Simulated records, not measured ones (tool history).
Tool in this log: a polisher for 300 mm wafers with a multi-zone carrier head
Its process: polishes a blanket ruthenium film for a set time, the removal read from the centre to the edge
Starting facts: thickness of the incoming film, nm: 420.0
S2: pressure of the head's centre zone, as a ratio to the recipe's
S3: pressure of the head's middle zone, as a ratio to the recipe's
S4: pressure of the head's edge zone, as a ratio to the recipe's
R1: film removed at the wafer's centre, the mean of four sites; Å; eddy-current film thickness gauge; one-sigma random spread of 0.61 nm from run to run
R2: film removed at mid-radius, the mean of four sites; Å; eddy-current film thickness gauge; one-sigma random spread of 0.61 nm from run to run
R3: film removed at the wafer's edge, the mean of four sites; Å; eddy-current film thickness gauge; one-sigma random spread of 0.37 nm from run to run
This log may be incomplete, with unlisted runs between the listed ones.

Run 1, hour 0.0: flow of slurry (ml/min) 200, S2 1.00, S3 1.00, S4 1.00, polishing time (s) 67. Result: R1 605.87 Å, R2 595.38 Å, R3 605.61 Å.
Run 2, hour 4.2: flow of slurry (ml/min) 195, S2 0.99, S3 1.00, S4 0.98, polishing time (s) 66. Result: R1 587.97 Å, R2 588.57 Å, R3 586.67 Å.
Run 3, hour 7.9: flow of slurry (ml/min) 195, S2 1.06, S3 1.00, S4 0.98, polishing time (s) 66. Result: R1 635.84 Å, R2 582.16 Å, R3 591.17 Å.
Run 4, hour 14.1: flow of slurry (ml/min) 195, S2 1.06, S3 1.00, S4 0.98, polishing time (s) 73. Result: R1 694.64 Å, R2 650.83 Å, R3 656.47 Å.
Run 5, hour 17.0: flow of slurry (ml/min) 190, S2 1.04, S3 1.00, S4 0.96, polishing time (s) 71. Result: R1 664.85 Å, R2 638.50 Å, R3 629.61 Å.
Run 6, hour 22.2: flow of slurry (ml/min) 190, S2 1.03, S3 0.99, S4 0.95, polishing time (s) 69. Result: R1 635.47 Å, R2 605.67 Å, R3 600.75 Å.
Run 7, hour 31.0: flow of slurry (ml/min) 185, S2 1.01, S3 0.98, S4 0.93, polishing time (s) 68. Result: R1 626.21 Å, R2 606.82 Å, R3 590.30 Å.
Run 8, hour 35.4: flow of slurry (ml/min) 180, S2 1.00, S3 0.97, S4 0.92, polishing time (s) 67. Result: R1 605.82 Å, R2 583.71 Å, R3 581.67 Å.

Estimate the outcome of run 9 from the log above:
Run 9, hour 42.2: flow of slurry (ml/min) 180, S2 0.99, S3 0.97, S4 0.91, polishing time (s) 66. Result: R1 ?, R2 ?, R3 ?.

For run 9 the tool returned R1 579.81 Å, R2 567.82 Å, R3 567.62 Å.
